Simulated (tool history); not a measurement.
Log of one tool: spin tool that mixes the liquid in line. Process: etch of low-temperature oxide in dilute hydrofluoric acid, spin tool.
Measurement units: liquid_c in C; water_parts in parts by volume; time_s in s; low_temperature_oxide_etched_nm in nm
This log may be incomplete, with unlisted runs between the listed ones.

run  hour  liquid_c  water_parts  time_s  low_temperature_oxide_etched_nm
  1   0.0      23.0           85      45                           16.737
  2   8.8      23.0          110      45                           12.548
  3  12.7      23.0           85      45                           16.734
  4  17.6      22.0           85      45                           16.001
  5  23.0      22.0           85      50                           17.636
  6  30.0      24.0           85      50                           19.319
  7  37.1      22.5           90      50                           17.182
  8  40.1      21.5           95      50                           15.433

Run 9 has not been measured yet. What should we expect?
  9  45.2      20.5           95      50                                ?

low_temperature_oxide_etched_nm: 14.856 nm

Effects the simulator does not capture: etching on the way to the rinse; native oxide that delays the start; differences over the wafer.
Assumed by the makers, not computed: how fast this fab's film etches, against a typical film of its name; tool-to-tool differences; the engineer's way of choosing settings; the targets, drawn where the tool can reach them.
